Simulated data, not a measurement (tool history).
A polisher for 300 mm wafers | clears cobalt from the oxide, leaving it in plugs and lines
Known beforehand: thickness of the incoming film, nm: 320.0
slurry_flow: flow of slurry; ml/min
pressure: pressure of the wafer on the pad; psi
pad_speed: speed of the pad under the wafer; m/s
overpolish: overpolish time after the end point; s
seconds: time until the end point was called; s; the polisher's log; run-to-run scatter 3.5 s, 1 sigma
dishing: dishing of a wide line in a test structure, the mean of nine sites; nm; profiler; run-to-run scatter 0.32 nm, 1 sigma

run,hour,slurry_flow,pressure,pad_speed,overpolish,seconds,dishing
1,0.0,175,1.2,0.82,13,147.28,15.966
2,4.3,175,1.1,0.82,14,149.26,16.403
3,12.3,175,1.0,0.80,15,160.29,16.837
4,15.9,175,0.8,0.80,15,194.20,15.446
5,19.2,175,0.6,0.80,15,233.31,13.882
6,26.9,215,0.6,0.80,15,223.27,14.399
7,31.2,215,0.6,0.80,16,228.79,14.391

The next listed run, before its measurement:
8,33.2,215,0.6,0.80,17,?,?

Run 8 produced seconds 220.57 s, dishing 15.332 nm.
